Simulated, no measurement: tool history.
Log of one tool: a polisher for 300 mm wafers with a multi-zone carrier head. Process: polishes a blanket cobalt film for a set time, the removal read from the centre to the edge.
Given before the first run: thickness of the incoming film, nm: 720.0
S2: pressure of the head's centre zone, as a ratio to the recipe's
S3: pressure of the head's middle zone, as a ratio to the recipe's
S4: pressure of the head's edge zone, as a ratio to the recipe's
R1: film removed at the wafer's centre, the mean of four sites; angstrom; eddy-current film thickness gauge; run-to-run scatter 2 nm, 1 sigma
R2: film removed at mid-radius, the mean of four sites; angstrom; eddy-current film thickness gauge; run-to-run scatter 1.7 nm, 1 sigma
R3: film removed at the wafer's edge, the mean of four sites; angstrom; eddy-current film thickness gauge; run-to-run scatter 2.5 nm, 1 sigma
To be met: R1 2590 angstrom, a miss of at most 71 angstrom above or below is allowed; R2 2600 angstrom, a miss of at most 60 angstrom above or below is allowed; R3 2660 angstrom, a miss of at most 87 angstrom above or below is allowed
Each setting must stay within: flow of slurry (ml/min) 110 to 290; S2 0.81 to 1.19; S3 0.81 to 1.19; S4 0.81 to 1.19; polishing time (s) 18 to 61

{"run": 1, "hour": 0.0, "flow of slurry (ml/min)": 185, "S2": 1, "S3": 1, "S4": 1, "polishing time (s)": 39, "R1": 2276.9, "R2": 2332.1, "R3": 2332.8}
{"run": 2, "hour": 1.4, "flow of slurry (ml/min)": 185, "S2": 1, "S3": 1, "S4": 1, "polishing time (s)": 45, "R1": 2622.4, "R2": 2681.3, "R3": 2678.7}
{"run": 3, "hour": 8.5, "flow of slurry (ml/min)": 185, "S2": 1, "S3": 1, "S4": 1.08, "polishing time (s)": 45, "R1": 2652.2, "R2": 2742, "R3": 2828.7}
{"run": 4, "hour": 10.4, "flow of slurry (ml/min)": 185, "S2": 1, "S3": 1, "S4": 1.04, "polishing time (s)": 45, "R1": 2622.6, "R2": 2677.9, "R3": 2723.9}
{"run": 5, "hour": 16.1, "flow of slurry (ml/min)": 220, "S2": 1, "S3": 1, "S4": 1.04, "polishing time (s)": 45, "R1": 2697.8, "R2": 2775.8, "R3": 2791.4}
{"run": 6, "hour": 17.0, "flow of slurry (ml/min)": 265, "S2": 1, "S3": 1, "S4": 1.04, "polishing time (s)": 45, "R1": 2788.6, "R2": 2823.9, "R3": 2803.2}
{"run": 7, "hour": 21.6, "flow of slurry (ml/min)": 250, "S2": 0.99, "S3": 0.99, "S4": 1.03, "polishing time (s)": 45, "R1": 2750.8, "R2": 2799.4, "R3": 2778.3}
{"run": 8, "hour": 24.0, "flow of slurry (ml/min)": 200, "S2": 0.96, "S3": 0.93, "S4": 1, "polishing time (s)": 44, "R1": 2478.9, "R2": 2510.8, "R3": 2656}
{"run": 9, "hour": 25.1, "flow of slurry (ml/min)": 205, "S2": 0.96, "S3": 0.94, "S4": 1, "polishing time (s)": 44, "R1": 2553.2, "R2": 2548.3, "R3": 2664.8}

Which single option among these 4 for the next run brings every result within its allowed miss of target? Just one does.
{"run": "A", "hour": 26.2, "flow of slurry (ml/min)": 235, "S2": 0.95, "S3": 0.87, "S4": 0.97, "polishing time (s)": 45, "R1": "?", "R2": "?", "R3": "?"}
{"run": "B", "hour": 26.2, "flow of slurry (ml/min)": 195, "S2": 0.95, "S3": 0.88, "S4": 1, "polishing time (s)": 44, "R1": "?", "R2": "?", "R3": "?"}
{"run": "C", "hour": 26.2, "flow of slurry (ml/min)": 170, "S2": 1.01, "S3": 0.99, "S4": 1.03, "polishing time (s)": 44, "R1": "?", "R2": "?", "R3": "?"}
{"run": "D", "hour": 26.2, "flow of slurry (ml/min)": 220, "S2": 0.95, "S3": 0.91, "S4": 1.06, "polishing time (s)": 44, "R1": "?", "R2": "?", "R3": "?"}

move=A R1=2573.1 R2=2469.8 R3=2694.6
move=B R1=2454.9 R2=2384.3 R3=2627.9
move=C R1=2561 R2=2582.5 R3=2625.5
move=D R1=2495.7 R2=2487.4 R3=2730
A: lands further from the targets than the last run did
B: lands further from the targets than the last run did
C: all results in spec
D: lands further from the targets than the last run did
C meets every target.

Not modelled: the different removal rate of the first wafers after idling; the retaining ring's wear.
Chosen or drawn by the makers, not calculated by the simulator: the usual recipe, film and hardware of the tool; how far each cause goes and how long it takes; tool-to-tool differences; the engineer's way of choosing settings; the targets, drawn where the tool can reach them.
